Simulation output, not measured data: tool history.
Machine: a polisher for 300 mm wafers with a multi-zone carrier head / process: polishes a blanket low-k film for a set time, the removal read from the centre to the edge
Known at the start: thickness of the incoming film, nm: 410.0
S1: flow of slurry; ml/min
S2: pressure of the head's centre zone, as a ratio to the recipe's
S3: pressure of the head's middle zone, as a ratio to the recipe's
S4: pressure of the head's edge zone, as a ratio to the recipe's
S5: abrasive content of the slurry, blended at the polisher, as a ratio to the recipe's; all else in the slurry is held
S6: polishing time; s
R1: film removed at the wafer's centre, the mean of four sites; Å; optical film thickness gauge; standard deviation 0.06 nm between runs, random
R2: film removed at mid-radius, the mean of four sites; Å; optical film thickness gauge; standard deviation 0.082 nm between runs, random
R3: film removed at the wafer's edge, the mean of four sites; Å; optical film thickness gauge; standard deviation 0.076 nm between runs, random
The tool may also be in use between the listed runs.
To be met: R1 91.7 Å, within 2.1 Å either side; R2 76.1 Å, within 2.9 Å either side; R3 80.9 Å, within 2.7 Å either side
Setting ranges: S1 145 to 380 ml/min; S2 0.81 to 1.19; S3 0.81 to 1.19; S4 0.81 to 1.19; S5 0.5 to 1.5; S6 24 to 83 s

| run | hour | S1 | S2 | S3 | S4 | S5 | S6 | R1 | R2 | R3 |
|---|---|---|---|---|---|---|---|---|---|---|
| 1 | 0 | 245 | 1 | 1 | 1 | 1 | 53 | 134.47 | 117.11 | 125.9 |
| 2 | 5.9 | 245 | 1 | 1 | 0.96 | 1 | 53 | 133.71 | 120.42 | 121.04 |
| 3 | 11.4 | 245 | 1 | 0.96 | 0.96 | 1 | 53 | 134.63 | 113.73 | 122.08 |
| 4 | 17.7 | 245 | 1 | 0.96 | 0.88 | 1 | 53 | 135.04 | 112.52 | 116.23 |
| 5 | 19.7 | 245 | 0.99 | 0.95 | 0.87 | 0.9 | 52 | 121.84 | 104.98 | 107.57 |
| 6 | 20.7 | 245 | 0.99 | 0.93 | 0.86 | 0.8 | 51 | 111.45 | 93.161 | 98.148 |
| 7 | 23.6 | 245 | 0.99 | 0.93 | 0.85 | 0.75 | 51 | 105.4 | 90.41 | 92.04 |
| 8 | 28.2 | 210 | 0.96 | 0.83 | 0.81 | 0.6 | 51 | 80.599 | 66.303 | 72.365 |
| 9 | 35.7 | 230 | 0.96 | 0.84 | 0.81 | 0.6 | 51 | 81.786 | 67.813 | 72.219 |
| 10 | 40 | 235 | 0.97 | 0.85 | 0.83 | 0.6 | 51 | 83.735 | 67.735 | 73.059 |
| 11 | 45.9 | 235 | 0.97 | 0.86 | 0.84 | 0.6 | 51 | 83.469 | 68.273 | 73.423 |
| 12 | 47.8 | 235 | 0.97 | 0.87 | 0.85 | 0.6 | 51 | 83.48 | 68.566 | 74.327 |
| 13 | 52.1 | 245 | 0.97 | 0.88 | 0.86 | 0.6 | 51 | 83.247 | 69.849 | 76.207 |
| 14 | 53.8 | 245 | 0.98 | 0.89 | 0.86 | 0.6 | 51 | 83.832 | 70.928 | 75.692 |
| 15 | 62.3 | 250 | 0.99 | 0.9 | 0.87 | 0.6 | 51 | 85.801 | 69.831 | 76.561 |
| 16 | 68.1 | 255 | 0.99 | 0.91 | 0.87 | 0.6 | 51 | 85.406 | 72.609 | 76.872 |
| 17 | 71.6 | 255 | 1 | 0.92 | 0.88 | 0.6 | 51 | 86.529 | 71.652 | 75.915 |
| 18 | 78.8 | 260 | 1 | 0.92 | 0.88 | 0.6 | 51 | 87.155 | 73.552 | 77.109 |
| 19 | 87 | 260 | 1 | 0.92 | 0.88 | 0.6 | 51 | 87.573 | 71.759 | 74.503 |
|  | 95.2 | centre zone pressure recalibrated |
| 20 | 95.2 | 250 | 1 | 0.92 | 0.88 | 0.6 | 51 | 79.692 | 73.066 | 76.277 |
| 21 | 101 | 255 | 0.99 | 0.92 | 0.88 | 0.6 | 51 | 79.075 | 73.112 | 76.842 |
| 22 | 106.6 | 270 | 0.99 | 0.92 | 0.88 | 0.6 | 51 | 79.129 | 72.143 | 76.097 |
| 23 | 110.6 | 270 | 1.09 | 0.95 | 0.95 | 0.65 | 51 | 94.79 | 80.753 | 85.402 |
| 24 | 114.6 | 270 | 1.09 | 0.94 | 0.94 | 0.65 | 51 | 94.275 | 79.668 | 84.841 |

Which of these 5 next moves meets every target?
| A | 118.6 | 275 | 1.06 | 0.92 | 1.07 | 0.65 | 50 | ? | ? | ? |
| B | 118.6 | 285 | 1.06 | 0.88 | 1.05 | 0.65 | 48 | ? | ? | ? |
| C | 118.6 | 275 | 1.12 | 0.94 | 0.94 | 0.5 | 65 | ? | ? | ? |
| D | 118.6 | 340 | 1.16 | 1.08 | 0.91 | 0.95 | 36 | ? | ? | ? |
| E | 118.6 | 245 | 1.1 | 1.05 | 0.91 | 0.6 | 54 | ? | ? | ? |

| move | R1 | R2 | R3 |
|---|---|---|---|
| A | 90.546 | 79.269 | 90.314 |
| B | 87.287 | 74.081 | 86.189 |
| C | 92.4 | 77.933 | 82.141 |
| D | 97.541 | 87.62 | 81.812 |
| E | 92.155 | 85.663 | 82.344 |
A: its largest miss is bigger than the last run's
B: its largest miss is bigger than the last run's
C: every result lands within tolerance
D: gets the furthest-off result to its target, but another result is out of tolerance
E: gets the furthest-off result to its target, but another result is out of tolerance
C is the move that brings every result within its allowed miss.

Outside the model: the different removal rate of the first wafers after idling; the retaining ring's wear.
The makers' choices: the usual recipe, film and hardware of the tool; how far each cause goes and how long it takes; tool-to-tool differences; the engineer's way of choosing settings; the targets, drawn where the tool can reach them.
